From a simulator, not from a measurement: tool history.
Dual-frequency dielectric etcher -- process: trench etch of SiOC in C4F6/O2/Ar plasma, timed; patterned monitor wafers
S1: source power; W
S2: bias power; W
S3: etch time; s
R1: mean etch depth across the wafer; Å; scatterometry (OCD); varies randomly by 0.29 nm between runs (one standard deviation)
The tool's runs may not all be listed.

{"run": 1, "hour": 0.0, "S1": 300, "S2": 202, "S3": 22.5, "R1": 452.18}
{"run": 2, "hour": 0.8, "S1": 330, "S2": 207, "S3": 22.5, "R1": 463.03}
{"run": 3, "hour": 6.4, "S1": 330, "S2": 182, "S3": 22.5, "R1": 439.93}
{"run": 4, "hour": 7.1, "S1": 330, "S2": 211, "S3": 22.5, "R1": 470.36}
{"run": 5, "hour": 14.9, "S1": 350, "S2": 219, "S3": 22.5, "R1": 481.21}
{"run": 6, "hour": 18.6, "S1": 400, "S2": 219, "S3": 22.5, "R1": 502.47}

The next listed run, before its measurement:
{"run": 7, "hour": 21.1, "S1": 400, "S2": 223, "S3": 22.5, "R1": "?"}

For run 7 the tool returned R1 498.67 Å.
